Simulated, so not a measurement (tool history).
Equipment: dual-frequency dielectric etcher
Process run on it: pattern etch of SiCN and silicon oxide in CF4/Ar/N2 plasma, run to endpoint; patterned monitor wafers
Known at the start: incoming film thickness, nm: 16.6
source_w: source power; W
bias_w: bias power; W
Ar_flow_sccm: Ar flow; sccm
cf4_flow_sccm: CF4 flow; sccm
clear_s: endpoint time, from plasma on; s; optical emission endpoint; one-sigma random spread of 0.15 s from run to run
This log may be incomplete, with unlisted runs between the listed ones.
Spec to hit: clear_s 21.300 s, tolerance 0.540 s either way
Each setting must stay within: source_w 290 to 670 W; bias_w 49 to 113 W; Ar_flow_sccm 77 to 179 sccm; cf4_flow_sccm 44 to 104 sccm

Run 1, day 0.000: source_w 480 W, bias_w 81 W, Ar_flow_sccm 128 sccm, cf4_flow_sccm 74 sccm. Result: clear_s 17.154 s.
Run 2, day 0.092: source_w 560 W, bias_w 81 W, Ar_flow_sccm 128 sccm, cf4_flow_sccm 74 sccm. Result: clear_s 15.185 s.
Run 3, day 0.408: source_w 510 W, bias_w 81 W, Ar_flow_sccm 128 sccm, cf4_flow_sccm 74 sccm. Result: clear_s 16.322 s.
Run 4, day 0.700: source_w 510 W, bias_w 81 W, Ar_flow_sccm 128 sccm, cf4_flow_sccm 63 sccm. Result: clear_s 17.025 s.
Run 5, day 0.900: source_w 550 W, bias_w 81 W, Ar_flow_sccm 128 sccm, cf4_flow_sccm 63 sccm. Result: clear_s 15.939 s.
Run 6, day 1.133: source_w 530 W, bias_w 81 W, Ar_flow_sccm 128 sccm, cf4_flow_sccm 63 sccm. Result: clear_s 16.321 s.
Run 7, day 1.508: source_w 510 W, bias_w 81 W, Ar_flow_sccm 128 sccm, cf4_flow_sccm 63 sccm. Result: clear_s 16.801 s.
Run 8, day 1.717: source_w 490 W, bias_w 81 W, Ar_flow_sccm 128 sccm, cf4_flow_sccm 63 sccm. Result: clear_s 17.414 s.
Run 9, day 2.012: source_w 480 W, bias_w 81 W, Ar_flow_sccm 128 sccm, cf4_flow_sccm 63 sccm. Result: clear_s 17.718 s.
Run 10, day 2.079: source_w 470 W, bias_w 81 W, Ar_flow_sccm 128 sccm, cf4_flow_sccm 63 sccm. Result: clear_s 18.174 s.
Run 11, day 2.425: source_w 460 W, bias_w 81 W, Ar_flow_sccm 128 sccm, cf4_flow_sccm 63 sccm. Result: clear_s 18.433 s.
At day 2.500: CF4 flow controller replaced.
Run 12, day 2.500: source_w 450 W, bias_w 81 W, Ar_flow_sccm 128 sccm, cf4_flow_sccm 63 sccm. Result: clear_s 18.485 s.
Run 13, day 2.817: source_w 440 W, bias_w 81 W, Ar_flow_sccm 128 sccm, cf4_flow_sccm 63 sccm. Result: clear_s 19.089 s.
Run 14, day 3.050: source_w 430 W, bias_w 81 W, Ar_flow_sccm 128 sccm, cf4_flow_sccm 63 sccm. Result: clear_s 19.266 s.
Run 15, day 3.154: source_w 420 W, bias_w 81 W, Ar_flow_sccm 128 sccm, cf4_flow_sccm 63 sccm. Result: clear_s 19.464 s.
Run 16, day 3.392: source_w 410 W, bias_w 81 W, Ar_flow_sccm 128 sccm, cf4_flow_sccm 63 sccm. Result: clear_s 19.987 s.

Of the 4 settings listed for the next run, only one would bring every result within its allowed miss of target. Which one?
Run A, day 3.629: source_w 420 W, bias_w 87 W, Ar_flow_sccm 143 sccm, cf4_flow_sccm 66 sccm. Result: clear_s ?.
Run B, day 3.629: source_w 420 W, bias_w 66 W, Ar_flow_sccm 116 sccm, cf4_flow_sccm 64 sccm. Result: clear_s ?.
Run C, day 3.629: source_w 390 W, bias_w 80 W, Ar_flow_sccm 128 sccm, cf4_flow_sccm 48 sccm. Result: clear_s ?.
Run D, day 3.629: source_w 440 W, bias_w 76 W, Ar_flow_sccm 139 sccm, cf4_flow_sccm 62 sccm. Result: clear_s ?.

move  clear_s
   A   19.089
   B   21.093
   C   22.271
   D   19.647
A: lands further from the targets than the last run did
B: hits every target within its allowed miss
C: takes the biggest miss from the last run beyond its target
D: lands further from the targets than the last run did
Answer: B

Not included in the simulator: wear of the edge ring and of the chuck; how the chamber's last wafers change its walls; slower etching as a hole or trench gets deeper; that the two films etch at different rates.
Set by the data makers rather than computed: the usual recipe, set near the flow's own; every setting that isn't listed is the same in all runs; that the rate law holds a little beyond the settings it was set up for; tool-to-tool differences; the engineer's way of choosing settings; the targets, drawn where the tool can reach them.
